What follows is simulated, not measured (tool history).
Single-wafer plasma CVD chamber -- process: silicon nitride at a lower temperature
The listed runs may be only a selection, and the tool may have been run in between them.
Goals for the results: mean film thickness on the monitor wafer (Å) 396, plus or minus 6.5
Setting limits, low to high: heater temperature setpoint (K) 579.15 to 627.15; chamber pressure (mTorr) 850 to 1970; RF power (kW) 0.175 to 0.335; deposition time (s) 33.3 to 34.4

run,hour,heater temperature setpoint (K),chamber pressure (mTorr),RF power (kW),deposition time (s),mean film thickness on the monitor wafer (Å)
1,0,603.15,1410,0.255,33.3,366.23
2,7.1,603.15,1410,0.255,34.4,376.19
3,12.8,603.15,1440,0.255,34.4,379.14
4,14.7,603.15,1440,0.255,33.3,369.61
5,19.4,603.15,1480,0.255,33.3,371.4
6,26.7,603.15,1520,0.255,33.3,373.88
7,33.2,603.15,1560,0.255,33.3,378.55
8,37.2,603.15,1590,0.255,33.3,377.18

Below are 4 possible settings for the next run. Only one of them brings all results inside the allowed miss of their targets. Which is it?
A,41.2,601.15,1510,0.235,33.5,?
B,41.2,599.15,1440,0.285,33.3,?
C,41.2,605.15,1600,0.28,34.4,?
D,41.2,594.15,1280,0.27,34.1,?

move,mean film thickness on the monitor wafer (Å)
A,352.53
B,394.89
C,412.2
D,380.46
A: further off than the last run
B: meets every target
C: carries the result that was furthest off beyond its target, to the other side
D: moves toward the targets from the last run without getting all of them in spec
Answer: B
